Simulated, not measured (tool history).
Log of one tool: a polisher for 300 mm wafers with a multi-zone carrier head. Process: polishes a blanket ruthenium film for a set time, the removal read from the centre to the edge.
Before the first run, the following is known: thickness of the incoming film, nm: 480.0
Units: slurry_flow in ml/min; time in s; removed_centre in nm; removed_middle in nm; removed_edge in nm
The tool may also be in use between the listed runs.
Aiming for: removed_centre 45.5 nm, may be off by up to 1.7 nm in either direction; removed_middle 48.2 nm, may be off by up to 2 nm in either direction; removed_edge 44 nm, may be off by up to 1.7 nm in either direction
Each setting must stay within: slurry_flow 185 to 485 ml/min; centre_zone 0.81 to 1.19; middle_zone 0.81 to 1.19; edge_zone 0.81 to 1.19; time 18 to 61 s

Run 1, hour 0: slurry_flow 310 ml/min, centre_zone 1, middle_zone 1, edge_zone 1, time 39 s. Result: removed_centre 33.104 nm, removed_middle 34.034 nm, removed_edge 34.881 nm.
Run 2, hour 8.8: slurry_flow 350 ml/min, centre_zone 1, middle_zone 1, edge_zone 1, time 39 s. Result: removed_centre 34.262 nm, removed_middle 34.453 nm, removed_edge 34.278 nm.
Run 3, hour 15.6: slurry_flow 350 ml/min, centre_zone 1, middle_zone 1, edge_zone 1, time 34 s. Result: removed_centre 29.89 nm, removed_middle 30.265 nm, removed_edge 29.662 nm.
Run 4, hour 21.5: slurry_flow 350 ml/min, centre_zone 0.94, middle_zone 1, edge_zone 1, time 34 s. Result: removed_centre 28.462 nm, removed_middle 30.03 nm, removed_edge 29.776 nm.
Run 5, hour 30.3: slurry_flow 350 ml/min, centre_zone 0.94, middle_zone 1.06, edge_zone 1, time 34 s. Result: removed_centre 28.428 nm, removed_middle 31.697 nm, removed_edge 29.841 nm.
Run 6, hour 33.1: slurry_flow 350 ml/min, centre_zone 0.94, middle_zone 1.06, edge_zone 0.97, time 34 s. Result: removed_centre 28.238 nm, removed_middle 31.66 nm, removed_edge 29.775 nm.
Run 7, hour 41.2: slurry_flow 350 ml/min, centre_zone 0.96, middle_zone 1.07, edge_zone 0.97, time 36 s. Result: removed_centre 30.077 nm, removed_middle 32.844 nm, removed_edge 31.431 nm.
Run 8, hour 42.4: slurry_flow 400 ml/min, centre_zone 1.06, middle_zone 1.17, edge_zone 0.93, time 47 s. Result: removed_centre 43.112 nm, removed_middle 47.892 nm, removed_edge 39.997 nm.

Exactly one of the 4 candidate moves below puts every result within its allowed miss. Which one?
Run A, hour 43.6: slurry_flow 420 ml/min, centre_zone 1.12, middle_zone 1.18, edge_zone 1.12, time 47 s. Result: removed_centre ?, removed_middle ?, removed_edge ?.
Run B, hour 43.6: slurry_flow 380 ml/min, centre_zone 0.91, middle_zone 1.05, edge_zone 1.07, time 49 s. Result: removed_centre ?, removed_middle ?, removed_edge ?.
Run C, hour 43.6: slurry_flow 300 ml/min, centre_zone 1.09, middle_zone 1.19, edge_zone 0.88, time 45 s. Result: removed_centre ?, removed_middle ?, removed_edge ?.
Run D, hour 43.6: slurry_flow 420 ml/min, centre_zone 1.06, middle_zone 1.19, edge_zone 0.87, time 43 s. Result: removed_centre ?, removed_middle ?, removed_edge ?.

move  removed_centre  removed_middle  removed_edge
   A          45.911          48.336        43.259
   B          40.032          45.368        43.947
   C          41.999          45.676        36.283
   D          40.117          44.574        35.051
A: hits every target within its allowed miss
B: brings the result that was furthest off to its target, and leaves another outside
C: misses by more than the last run did
D: misses by more than the last run did
The right move is A.
